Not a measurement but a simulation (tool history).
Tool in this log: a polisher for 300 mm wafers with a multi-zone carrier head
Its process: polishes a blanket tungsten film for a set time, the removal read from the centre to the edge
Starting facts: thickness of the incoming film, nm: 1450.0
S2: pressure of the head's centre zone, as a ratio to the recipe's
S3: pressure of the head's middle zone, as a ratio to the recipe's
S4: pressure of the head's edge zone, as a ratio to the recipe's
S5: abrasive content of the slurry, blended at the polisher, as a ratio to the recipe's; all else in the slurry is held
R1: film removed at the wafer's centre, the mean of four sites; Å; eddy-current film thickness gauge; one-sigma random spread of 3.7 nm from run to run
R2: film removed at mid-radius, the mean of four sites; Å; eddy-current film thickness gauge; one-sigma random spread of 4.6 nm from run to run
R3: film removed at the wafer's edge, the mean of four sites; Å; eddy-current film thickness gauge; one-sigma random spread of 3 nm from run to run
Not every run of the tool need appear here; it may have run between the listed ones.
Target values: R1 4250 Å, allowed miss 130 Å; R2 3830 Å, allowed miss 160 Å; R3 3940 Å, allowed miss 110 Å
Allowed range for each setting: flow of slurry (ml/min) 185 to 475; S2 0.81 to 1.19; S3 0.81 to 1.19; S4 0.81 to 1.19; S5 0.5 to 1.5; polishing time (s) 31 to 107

{"run": 1, "hour": 0.0, "flow of slurry (ml/min)": 305, "S2": 1, "S3": 1, "S4": 1, "S5": 1, "polishing time (s)": 69, "R1": 4549.8, "R2": 4572.3, "R3": 4380.4}
{"run": 2, "hour": 4.6, "flow of slurry (ml/min)": 300, "S2": 1, "S3": 0.97, "S4": 0.97, "S5": 0.95, "polishing time (s)": 69, "R1": 4464.4, "R2": 4427.3, "R3": 4326.8}
{"run": 3, "hour": 7.7, "flow of slurry (ml/min)": 300, "S2": 1, "S3": 0.97, "S4": 0.97, "S5": 0.95, "polishing time (s)": 57, "R1": 3659.4, "R2": 3691.7, "R3": 3590.3}
{"run": 4, "hour": 8.8, "flow of slurry (ml/min)": 300, "S2": 1, "S3": 0.97, "S4": 0.97, "S5": 1.05, "polishing time (s)": 57, "R1": 3742.6, "R2": 3725.3, "R3": 3649.8}
{"run": 5, "hour": 9.5, "flow of slurry (ml/min)": 300, "S2": 1, "S3": 0.93, "S4": 0.97, "S5": 1.05, "polishing time (s)": 57, "R1": 3822.9, "R2": 3614.6, "R3": 3674.3}
{"run": 6, "hour": 16.1, "flow of slurry (ml/min)": 300, "S2": 1, "S3": 0.93, "S4": 0.97, "S5": 1.15, "polishing time (s)": 57, "R1": 3817.3, "R2": 3732.5, "R3": 3656.8}
{"run": 7, "hour": 24.6, "flow of slurry (ml/min)": 310, "S2": 1.01, "S3": 0.93, "S4": 1, "S5": 1.15, "polishing time (s)": 57, "R1": 3918.9, "R2": 3708, "R3": 3780.1}
{"run": 8, "hour": 33.4, "flow of slurry (ml/min)": 320, "S2": 1.02, "S3": 0.93, "S4": 1.01, "S5": 1.15, "polishing time (s)": 57, "R1": 3957.4, "R2": 3709.9, "R3": 3857.4}
{"run": 9, "hour": 37.9, "flow of slurry (ml/min)": 330, "S2": 1.03, "S3": 0.94, "S4": 1.01, "S5": 1.15, "polishing time (s)": 57, "R1": 4078.3, "R2": 3755.9, "R3": 3776.9}
{"run": 10, "hour": 44.5, "flow of slurry (ml/min)": 335, "S2": 1.03, "S3": 0.94, "S4": 1.02, "S5": 1.15, "polishing time (s)": 57, "R1": 3973.2, "R2": 3766.8, "R3": 3839.3}
{"run": 11, "hour": 46.7, "flow of slurry (ml/min)": 335, "S2": 1.04, "S3": 0.94, "S4": 1.03, "S5": 1.15, "polishing time (s)": 57, "R1": 4022, "R2": 3734.9, "R3": 3775.1}
{"run": 12, "hour": 50.3, "flow of slurry (ml/min)": 340, "S2": 1.04, "S3": 0.94, "S4": 1.04, "S5": 1.2, "polishing time (s)": 57, "R1": 4046.1, "R2": 3822.1, "R3": 3955.6}

Which one of the following 5 next-run settings gets every result inside its allowed miss? There is exactly one.
{"run": "A", "hour": 53.9, "flow of slurry (ml/min)": 265, "S2": 1.18, "S3": 0.97, "S4": 1.08, "S5": 1.1, "polishing time (s)": 59, "R1": "?", "R2": "?", "R3": "?"}
{"run": "B", "hour": 53.9, "flow of slurry (ml/min)": 310, "S2": 1.13, "S3": 0.92, "S4": 1, "S5": 1.2, "polishing time (s)": 59, "R1": "?", "R2": "?", "R3": "?"}
{"run": "C", "hour": 53.9, "flow of slurry (ml/min)": 360, "S2": 1.09, "S3": 0.98, "S4": 1.12, "S5": 1.15, "polishing time (s)": 56, "R1": "?", "R2": "?", "R3": "?"}
{"run": "D", "hour": 53.9, "flow of slurry (ml/min)": 310, "S2": 1.11, "S3": 0.81, "S4": 1.11, "S5": 1.2, "polishing time (s)": 61, "R1": "?", "R2": "?", "R3": "?"}
{"run": "E", "hour": 53.9, "flow of slurry (ml/min)": 350, "S2": 0.98, "S3": 0.9, "S4": 1.02, "S5": 1.45, "polishing time (s)": 55, "R1": "?", "R2": "?", "R3": "?"}

move=A R1=4584.7 R2=3834.8 R3=4004.4
move=B R1=4563.2 R2=3809.9 R3=3988
move=C R1=4203.8 R2=3830.3 R3=4006.4
move=D R1=4630.2 R2=3546.6 R3=4348.4
move=E R1=3898 R2=3687.5 R3=3956.2
A: carries the result that was furthest off beyond its target, to the other side
B: carries the result that was furthest off beyond its target, to the other side
C: in spec on every target
D: carries the result that was furthest off beyond its target, to the other side
E: its largest miss is bigger than the last run's
C meets every target.
